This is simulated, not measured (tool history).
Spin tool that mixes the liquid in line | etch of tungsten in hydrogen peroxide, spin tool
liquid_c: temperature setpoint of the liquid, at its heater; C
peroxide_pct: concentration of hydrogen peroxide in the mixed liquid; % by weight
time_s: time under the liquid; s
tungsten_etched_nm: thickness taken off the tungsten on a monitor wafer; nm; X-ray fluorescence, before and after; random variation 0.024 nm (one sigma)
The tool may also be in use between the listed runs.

run  hour  liquid_c  peroxide_pct  time_s  tungsten_etched_nm
  1   0.0      46.0          15.5      15             10.7210
  2   5.1      46.0          15.5      15             10.7890
  3  13.5      45.0          15.5      15             10.1380
  4  16.1      45.0          18.5      15             11.0680
  5  17.2      41.5          18.5      15              8.8743
  6  19.6      47.5          18.5      15             12.9280
  7  24.6      46.0          18.5      15             11.7890
  8  25.5      45.0          18.5      15             11.0500
  9  32.3      44.0          18.5      15             10.4100
 10  34.7      43.0          18.5      15              9.7824

The next listed run, before its measurement:
 11  40.3      43.0          18.5      15                   ?

Run 11 gave tungsten_etched_nm 9.8047 nm.

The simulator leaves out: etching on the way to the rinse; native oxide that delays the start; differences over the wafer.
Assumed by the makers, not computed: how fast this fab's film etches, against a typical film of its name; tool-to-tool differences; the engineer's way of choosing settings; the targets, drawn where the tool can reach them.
